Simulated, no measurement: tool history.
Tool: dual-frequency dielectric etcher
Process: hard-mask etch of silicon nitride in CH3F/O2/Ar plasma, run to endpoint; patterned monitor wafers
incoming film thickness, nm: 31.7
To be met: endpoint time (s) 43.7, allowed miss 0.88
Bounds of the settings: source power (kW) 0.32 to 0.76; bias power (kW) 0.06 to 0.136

{"run": 1, "hour": 0.0, "source power (kW)": 0.54, "bias power (kW)": 0.098, "endpoint time (s)": 36.893}
{"run": 2, "hour": 8.2, "source power (kW)": 0.54, "bias power (kW)": 0.091, "endpoint time (s)": 38.076}
{"run": 3, "hour": 9.7, "source power (kW)": 0.52, "bias power (kW)": 0.09, "endpoint time (s)": 38.362}
{"run": 4, "hour": 18.7, "source power (kW)": 0.5, "bias power (kW)": 0.089, "endpoint time (s)": 38.873}
{"run": 5, "hour": 23.8, "source power (kW)": 0.5, "bias power (kW)": 0.075, "endpoint time (s)": 41.125}
{"run": 6, "hour": 24.9, "source power (kW)": 0.49, "bias power (kW)": 0.075, "endpoint time (s)": 41.426}
{"run": 7, "hour": 29.0, "source power (kW)": 0.48, "bias power (kW)": 0.075, "endpoint time (s)": 41.992}
{"run": 8, "hour": 32.6, "source power (kW)": 0.47, "bias power (kW)": 0.075, "endpoint time (s)": 42.263}

Which of these 4 next moves meets every target?
{"run": "A", "hour": 36.2, "source power (kW)": 0.39, "bias power (kW)": 0.074, "endpoint time (s)": "?"}
{"run": "B", "hour": 36.2, "source power (kW)": 0.48, "bias power (kW)": 0.079, "endpoint time (s)": "?"}
{"run": "C", "hour": 36.2, "source power (kW)": 0.43, "bias power (kW)": 0.08, "endpoint time (s)": "?"}
{"run": "D", "hour": 36.2, "source power (kW)": 0.49, "bias power (kW)": 0.072, "endpoint time (s)": "?"}

move=A endpoint_time_(s)=46.667
move=B endpoint_time_(s)=41.557
move=C endpoint_time_(s)=43.641
move=D endpoint_time_(s)=42.103
A: takes the result that was furthest off past its target
B: further off than the last run
C: meets every target
D: further off than the last run
The right move is C.
